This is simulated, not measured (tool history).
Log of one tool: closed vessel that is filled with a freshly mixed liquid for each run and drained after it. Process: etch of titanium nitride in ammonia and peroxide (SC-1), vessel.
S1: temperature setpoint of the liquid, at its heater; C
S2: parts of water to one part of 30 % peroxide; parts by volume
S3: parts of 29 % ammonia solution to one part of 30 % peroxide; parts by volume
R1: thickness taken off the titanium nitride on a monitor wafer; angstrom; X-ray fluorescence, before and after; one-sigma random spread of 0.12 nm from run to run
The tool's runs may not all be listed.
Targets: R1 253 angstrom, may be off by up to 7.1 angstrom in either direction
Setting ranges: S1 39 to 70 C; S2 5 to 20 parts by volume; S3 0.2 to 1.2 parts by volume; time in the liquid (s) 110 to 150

Run 1, hour 0: S1 55 C, S2 11 parts by volume, S3 1 parts by volume, time in the liquid (s) 150. Result: R1 166.85 angstrom.
Run 2, hour 6: S1 55 C, S2 13.5 parts by volume, S3 1 parts by volume, time in the liquid (s) 150. Result: R1 148.88 angstrom.
Run 3, hour 12.1: S1 55 C, S2 13.5 parts by volume, S3 0.85 parts by volume, time in the liquid (s) 150. Result: R1 147.27 angstrom.
Run 4, hour 20.4: S1 55 C, S2 17 parts by volume, S3 0.85 parts by volume, time in the liquid (s) 150. Result: R1 129.44 angstrom.
Run 5, hour 26.3: S1 55 C, S2 17 parts by volume, S3 1.1 parts by volume, time in the liquid (s) 150. Result: R1 135.07 angstrom.
Run 6, hour 35: S1 55 C, S2 17 parts by volume, S3 1.1 parts by volume, time in the liquid (s) 150. Result: R1 135.5 angstrom.
Run 7, hour 36.8: S1 55 C, S2 17 parts by volume, S3 1.1 parts by volume, time in the liquid (s) 150. Result: R1 133.82 angstrom.
Run 8, hour 38.2: S1 56.5 C, S2 17 parts by volume, S3 1.1 parts by volume, time in the liquid (s) 150. Result: R1 148.82 angstrom.

Which single option among these 5 for the next run brings every result within its allowed miss of target? Just one does.
Run A, hour 39.6: S1 51 C, S2 20 parts by volume, S3 1.1 parts by volume, time in the liquid (s) 145. Result: R1 ?.
Run B, hour 39.6: S1 62 C, S2 13 parts by volume, S3 1.2 parts by volume, time in the liquid (s) 150. Result: R1 ?.
Run C, hour 39.6: S1 58.5 C, S2 9.5 parts by volume, S3 1.2 parts by volume, time in the liquid (s) 150. Result: R1 ?.
Run D, hour 39.6: S1 60.5 C, S2 9 parts by volume, S3 1.2 parts by volume, time in the liquid (s) 150. Result: R1 ?.
Run E, hour 39.6: S1 63.5 C, S2 16 parts by volume, S3 0.8 parts by volume, time in the liquid (s) 150. Result: R1 ?.

move      R1
   A  90.888
   B  250.19
   C  232.79
   D  272.56
   E  231.16
A: lands further from the targets than the last run did
B: every result within its allowed miss
C: nearer the targets than the last run, but a result is still out of spec
D: takes the result that was furthest off past its target
E: nearer the targets than the last run, but a result is still out of spec
Correct choice: B, which meets every target
